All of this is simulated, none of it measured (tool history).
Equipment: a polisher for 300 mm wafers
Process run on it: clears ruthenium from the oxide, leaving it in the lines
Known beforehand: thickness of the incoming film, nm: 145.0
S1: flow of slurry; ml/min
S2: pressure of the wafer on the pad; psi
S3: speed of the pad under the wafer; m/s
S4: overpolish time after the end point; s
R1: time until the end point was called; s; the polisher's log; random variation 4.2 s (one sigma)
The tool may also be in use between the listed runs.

| run | hour | S1 | S2 | S3 | S4 | R1 |
|---|---|---|---|---|---|---|
| 1 | 0 | 270 | 1.8 | 1 | 11 | 160.62 |
| 2 | 3.5 | 270 | 1.7 | 0.98 | 11 | 168.42 |
| 3 | 7.4 | 240 | 1.7 | 0.98 | 11 | 171.17 |
| 4 | 16.1 | 240 | 1.7 | 0.98 | 11 | 168.17 |
| 5 | 22.2 | 240 | 1.6 | 0.94 | 11 | 189.47 |
| 6 | 28.4 | 240 | 1.6 | 1.18 | 11 | 150.25 |
| 7 | 32.9 | 240 | 1.5 | 1.14 | 11 | 163.32 |

What will run 8 give?
| 8 | 38.2 | 240 | 1.4 | 1.1 | 11 | ? |

R1: 175.84 s
